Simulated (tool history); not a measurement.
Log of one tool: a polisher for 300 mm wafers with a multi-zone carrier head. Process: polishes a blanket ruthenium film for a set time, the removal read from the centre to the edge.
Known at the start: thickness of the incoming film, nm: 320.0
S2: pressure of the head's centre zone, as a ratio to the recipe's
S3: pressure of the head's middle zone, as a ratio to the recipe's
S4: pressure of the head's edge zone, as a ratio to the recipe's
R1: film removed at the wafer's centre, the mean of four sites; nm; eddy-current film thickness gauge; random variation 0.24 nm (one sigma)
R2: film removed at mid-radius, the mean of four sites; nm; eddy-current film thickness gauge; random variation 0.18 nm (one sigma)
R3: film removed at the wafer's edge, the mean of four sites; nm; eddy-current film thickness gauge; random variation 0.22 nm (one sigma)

Run 1, day 0: flow of slurry (ml/min) 265, S2 1, S3 1, S4 1, polishing time (s) 33. Result: R1 28.074 nm, R2 26.317 nm, R3 25.893 nm.
Run 2, day 0.062: flow of slurry (ml/min) 275, S2 0.99, S3 0.99, S4 1.05, polishing time (s) 33. Result: R1 28.852 nm, R2 25.65 nm, R3 26.601 nm.
Run 3, day 0.342: flow of slurry (ml/min) 275, S2 0.99, S3 0.99, S4 1.02, polishing time (s) 33. Result: R1 28.425 nm, R2 26.143 nm, R3 26.579 nm.
Run 4, day 0.65: flow of slurry (ml/min) 275, S2 0.99, S3 0.99, S4 0.96, polishing time (s) 33. Result: R1 28.468 nm, R2 26.057 nm, R3 25.748 nm.
Run 5, day 0.917: flow of slurry (ml/min) 340, S2 0.99, S3 0.99, S4 0.96, polishing time (s) 33. Result: R1 28.987 nm, R2 26.832 nm, R3 26.308 nm.
Run 6, day 0.942: flow of slurry (ml/min) 340, S2 0.99, S3 0.99, S4 0.96, polishing time (s) 41. Result: R1 36.107 nm, R2 32.568 nm, R3 31.887 nm.

The next listed run, before its measurement:
Run 7, day 1.012: flow of slurry (ml/min) 325, S2 0.94, S3 0.95, S4 0.94, polishing time (s) 40. Result: R1 ?, R2 ?, R3 ?.

Run 7 gave R1 33.128 nm, R2 30.945 nm, R3 31.051 nm.

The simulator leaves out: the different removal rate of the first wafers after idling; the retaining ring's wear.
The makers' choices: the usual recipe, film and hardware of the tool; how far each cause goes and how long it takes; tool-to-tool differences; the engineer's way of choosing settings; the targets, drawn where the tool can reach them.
